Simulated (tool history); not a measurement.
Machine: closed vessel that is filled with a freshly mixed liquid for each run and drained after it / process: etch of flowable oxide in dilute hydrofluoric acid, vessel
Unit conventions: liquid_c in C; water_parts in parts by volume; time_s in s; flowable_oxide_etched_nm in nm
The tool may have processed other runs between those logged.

| run | hour | liquid_c | water_parts | time_s | flowable_oxide_etched_nm |
|---|---|---|---|---|---|
| 1 | 0.0 | 25.0 | 65 | 50 | 25.910 |
| 2 | 6.3 | 24.0 | 65 | 50 | 25.153 |
| 3 | 7.4 | 23.0 | 65 | 50 | 24.062 |
| 4 | 12.2 | 23.0 | 65 | 35 | 16.877 |
| 5 | 19.6 | 23.5 | 65 | 35 | 16.938 |
| 6 | 27.9 | 24.0 | 65 | 35 | 17.436 |
| 7 | 36.5 | 24.5 | 65 | 35 | 18.011 |
|  | 39.1 | hydrofluoric acid flow meter replaced |
| 8 | 39.1 | 24.5 | 65 | 35 | 16.136 |
| 9 | 43.2 | 23.5 | 65 | 35 | 15.495 |
| 10 | 47.3 | 24.0 | 65 | 35 | 16.048 |
| 11 | 49.4 | 25.0 | 65 | 35 | 16.240 |

Expected results for the next run?
| 12 | 58.5 | 24.0 | 65 | 35 | ? |

flowable_oxide_etched_nm: 15.421 nm

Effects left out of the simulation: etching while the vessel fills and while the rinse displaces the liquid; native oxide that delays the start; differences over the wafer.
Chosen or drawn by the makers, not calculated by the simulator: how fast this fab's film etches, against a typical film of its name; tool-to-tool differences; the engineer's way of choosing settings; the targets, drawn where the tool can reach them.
